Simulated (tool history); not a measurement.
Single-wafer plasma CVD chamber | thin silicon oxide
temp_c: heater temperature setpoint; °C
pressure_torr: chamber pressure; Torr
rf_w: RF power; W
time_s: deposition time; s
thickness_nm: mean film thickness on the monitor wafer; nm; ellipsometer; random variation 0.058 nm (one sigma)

| run | hour | temp_c | pressure_torr | rf_w | time_s | thickness_nm |
|---|---|---|---|---|---|---|
| 1 | 0 | 375 | 0.71 | 335 | 14.9 | 26.18 |
| 2 | 1 | 375 | 0.683 | 335 | 14.9 | 25.228 |
| 3 | 1.6 | 383 | 0.683 | 335 | 14.9 | 25.116 |
| 4 | 4.3 | 383 | 0.683 | 335 | 15.4 | 26.067 |
| 5 | 5.7 | 383 | 0.656 | 335 | 15.4 | 24.913 |
| 6 | 11.8 | 383 | 0.656 | 335 | 14.9 | 24.126 |
| 7 | 17.2 | 383 | 0.636 | 335 | 14.9 | 23.402 |

The next listed run, before its measurement:
| 8 | 22.7 | 383 | 0.618 | 335 | 14.9 | ? |

Run 8 gave thickness_nm 22.851 nm.

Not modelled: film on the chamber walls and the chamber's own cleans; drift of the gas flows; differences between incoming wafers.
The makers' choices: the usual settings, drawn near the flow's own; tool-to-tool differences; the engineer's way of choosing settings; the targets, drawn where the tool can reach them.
